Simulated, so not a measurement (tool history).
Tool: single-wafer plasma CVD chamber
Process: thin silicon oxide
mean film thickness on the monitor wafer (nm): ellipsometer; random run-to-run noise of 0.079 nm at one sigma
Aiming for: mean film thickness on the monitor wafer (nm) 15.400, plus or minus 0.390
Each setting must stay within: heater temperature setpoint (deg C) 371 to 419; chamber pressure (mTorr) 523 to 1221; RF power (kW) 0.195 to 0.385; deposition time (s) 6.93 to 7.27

| run | day | heater temperature setpoint (deg C) | chamber pressure (mTorr) | RF power (kW) | deposition time (s) | mean film thickness on the monitor wafer (nm) |
|---|---|---|---|---|---|---|
| 1 | 0.000 | 395 | 872 | 0.290 | 7.27 | 12.727 |
| 2 | 0.062 | 395 | 924 | 0.290 | 7.27 | 13.559 |
| 3 | 0.308 | 395 | 924 | 0.290 | 6.93 | 12.805 |
| 4 | 0.604 | 395 | 974 | 0.290 | 6.93 | 13.431 |
| 5 | 0.717 | 395 | 974 | 0.310 | 6.93 | 13.746 |
| 6 | 1.012 | 395 | 876 | 0.310 | 6.93 | 12.493 |
| 7 | 1.071 | 395 | 934 | 0.310 | 6.94 | 13.352 |
| 8 | 1.267 | 395 | 973 | 0.310 | 6.94 | 13.911 |
| 9 | 1.379 | 395 | 1000 | 0.310 | 6.94 | 14.217 |
| 10 | 1.625 | 395 | 1022 | 0.310 | 6.94 | 14.380 |
| 11 | 1.992 | 395 | 1043 | 0.310 | 6.94 | 14.498 |
| 12 | 2.192 | 395 | 1043 | 0.310 | 6.94 | 14.352 |

Below are 5 possible settings for the next run. Only one of them brings all results inside the allowed miss of their targets. Which is it?
| A | 2.392 | 391 | 900 | 0.320 | 6.93 | ? |
| B | 2.392 | 395 | 907 | 0.315 | 6.93 | ? |
| C | 2.392 | 392 | 1088 | 0.285 | 7.27 | ? |
| D | 2.392 | 397 | 951 | 0.310 | 6.93 | ? |
| E | 2.392 | 391 | 1139 | 0.315 | 7.27 | ? |

| move | mean film thickness on the monitor wafer (nm) |
|---|---|
| A | 12.985 |
| B | 12.970 |
| C | 15.229 |
| D | 13.476 |
| E | 16.375 |
A: its largest miss is bigger than the last run's
B: its largest miss is bigger than the last run's
C: all results in spec
D: its largest miss is bigger than the last run's
E: takes the result that was furthest off past its target
Answer: C
